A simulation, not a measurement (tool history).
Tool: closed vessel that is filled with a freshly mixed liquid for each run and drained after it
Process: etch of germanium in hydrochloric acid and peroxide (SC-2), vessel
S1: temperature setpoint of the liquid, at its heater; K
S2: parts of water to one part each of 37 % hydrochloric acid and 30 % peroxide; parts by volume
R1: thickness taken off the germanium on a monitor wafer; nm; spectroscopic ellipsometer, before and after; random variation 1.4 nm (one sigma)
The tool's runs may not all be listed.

{"run": 1, "hour": 0.0, "S1": 321.15, "S2": 5.5, "time in the liquid (s)": 95, "R1": 178.64}
{"run": 2, "hour": 7.9, "S1": 319.65, "S2": 5.5, "time in the liquid (s)": 95, "R1": 170.07}
{"run": 3, "hour": 15.7, "S1": 319.65, "S2": 5.5, "time in the liquid (s)": 100, "R1": 179.95}
{"run": 4, "hour": 21.6, "S1": 319.65, "S2": 4, "time in the liquid (s)": 100, "R1": 181.21}
{"run": 5, "hour": 22.6, "S1": 318.15, "S2": 4, "time in the liquid (s)": 100, "R1": 167.68}
{"run": 6, "hour": 24.8, "S1": 317.15, "S2": 4, "time in the liquid (s)": 100, "R1": 161.29}

The next listed run, before its measurement:
{"run": 7, "hour": 30.9, "S1": 317.15, "S2": 4, "time in the liquid (s)": 100, "R1": "?"}

R1: 166.63 nm
